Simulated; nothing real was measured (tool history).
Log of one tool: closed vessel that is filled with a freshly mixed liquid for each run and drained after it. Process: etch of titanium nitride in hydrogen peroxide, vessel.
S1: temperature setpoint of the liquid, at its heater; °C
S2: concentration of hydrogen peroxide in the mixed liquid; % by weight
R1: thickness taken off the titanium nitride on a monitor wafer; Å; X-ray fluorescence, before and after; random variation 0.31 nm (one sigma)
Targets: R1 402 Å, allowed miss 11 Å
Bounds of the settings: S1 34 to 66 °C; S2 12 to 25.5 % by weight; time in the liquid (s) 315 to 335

{"run": 1, "hour": 0.0, "S1": 50, "S2": 17.5, "time in the liquid (s)": 315, "R1": 180.24}
{"run": 2, "hour": 5.3, "S1": 50, "S2": 17.5, "time in the liquid (s)": 335, "R1": 194.82}
{"run": 3, "hour": 9.4, "S1": 52, "S2": 17.5, "time in the liquid (s)": 335, "R1": 224.53}
{"run": 4, "hour": 12.7, "S1": 52, "S2": 16, "time in the liquid (s)": 335, "R1": 218.58}
{"run": 5, "hour": 20.7, "S1": 53.5, "S2": 16, "time in the liquid (s)": 335, "R1": 244.09}
{"run": 6, "hour": 23.0, "S1": 53.5, "S2": 18, "time in the liquid (s)": 335, "R1": 250.13}
{"run": 7, "hour": 25.0, "S1": 55, "S2": 18, "time in the liquid (s)": 335, "R1": 277.68}
{"run": 8, "hour": 27.0, "S1": 56, "S2": 18, "time in the liquid (s)": 335, "R1": 296.85}
{"run": 9, "hour": 35.4, "S1": 57, "S2": 18, "time in the liquid (s)": 335, "R1": 318.07}
{"run": 10, "hour": 37.1, "S1": 57.5, "S2": 18, "time in the liquid (s)": 335, "R1": 330.41}
{"run": 11, "hour": 46.3, "S1": 58, "S2": 18, "time in the liquid (s)": 335, "R1": 341.23}
{"run": 12, "hour": 50.9, "S1": 58.5, "S2": 18, "time in the liquid (s)": 335, "R1": 357.63}
{"run": 13, "hour": 59.7, "S1": 59, "S2": 18, "time in the liquid (s)": 335, "R1": 367.79}
{"run": 14, "hour": 64.7, "S1": 59.5, "S2": 18, "time in the liquid (s)": 335, "R1": 375.91}

Which of these 4 next moves meets every target?
{"run": "A", "hour": 69.7, "S1": 60, "S2": 18, "time in the liquid (s)": 320, "R1": "?"}
{"run": "B", "hour": 69.7, "S1": 60, "S2": 16, "time in the liquid (s)": 335, "R1": "?"}
{"run": "C", "hour": 69.7, "S1": 60, "S2": 19.5, "time in the liquid (s)": 335, "R1": "?"}
{"run": "D", "hour": 69.7, "S1": 58.5, "S2": 20.5, "time in the liquid (s)": 330, "R1": "?"}

move=A R1=372.69
move=B R1=380.53
move=C R1=396.87
move=D R1=356.7
A: further off than the last run
B: nearer than the last run, and not there yet
C: meets every target
D: further off than the last run
Move C is the one to make.

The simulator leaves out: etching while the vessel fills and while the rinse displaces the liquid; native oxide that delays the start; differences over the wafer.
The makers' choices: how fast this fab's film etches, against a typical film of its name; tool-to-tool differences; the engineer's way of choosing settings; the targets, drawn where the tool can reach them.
